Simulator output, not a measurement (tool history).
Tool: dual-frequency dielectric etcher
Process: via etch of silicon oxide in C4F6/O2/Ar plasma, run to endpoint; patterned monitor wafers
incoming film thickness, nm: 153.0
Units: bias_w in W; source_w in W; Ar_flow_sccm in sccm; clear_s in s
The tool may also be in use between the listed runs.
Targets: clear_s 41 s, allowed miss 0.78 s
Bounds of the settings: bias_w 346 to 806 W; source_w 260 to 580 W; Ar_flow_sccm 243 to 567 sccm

run 1 hour=0 | bias_w=576 source_w=420 Ar_flow_sccm=405 | clear_s=33.072
run 2 hour=7.6 | bias_w=649 source_w=420 Ar_flow_sccm=405 | clear_s=31.476
run 3 hour=12.9 | bias_w=563 source_w=420 Ar_flow_sccm=405 | clear_s=33.448
run 4 hour=13.9 | bias_w=563 source_w=420 Ar_flow_sccm=348 | clear_s=33.065
run 5 hour=18.9 | bias_w=627 source_w=420 Ar_flow_sccm=348 | clear_s=31.529
run 6 hour=21.3 | bias_w=627 source_w=420 Ar_flow_sccm=294 | clear_s=30.633
run 7 hour=25.3 | bias_w=547 source_w=390 Ar_flow_sccm=303 | clear_s=33.767
run 8 hour=26 | bias_w=490 source_w=370 Ar_flow_sccm=308 | clear_s=36.521
run 9 hour=28.3 | bias_w=451 source_w=370 Ar_flow_sccm=309 | clear_s=37.738
run 10 hour=33.2 | bias_w=423 source_w=370 Ar_flow_sccm=309 | clear_s=38.995
run 11 hour=38.8 | bias_w=408 source_w=370 Ar_flow_sccm=309 | clear_s=39.92
run 12 hour=40.3 | bias_w=400 source_w=370 Ar_flow_sccm=309 | clear_s=40.135

Which of these 4 next moves meets every target?
run A hour=41.8 | bias_w=419 source_w=320 Ar_flow_sccm=341 | clear_s=?
run B hour=41.8 | bias_w=422 source_w=350 Ar_flow_sccm=289 | clear_s=?
run C hour=41.8 | bias_w=376 source_w=340 Ar_flow_sccm=334 | clear_s=?
run D hour=41.8 | bias_w=383 source_w=390 Ar_flow_sccm=243 | clear_s=?

move=A clear_s=41.186
move=B clear_s=39.303
move=C clear_s=42.663
move=D clear_s=39.255
A: meets every target
B: further off than the last run
C: takes the result that was furthest off past its target
D: further off than the last run
Move A is the one to make.
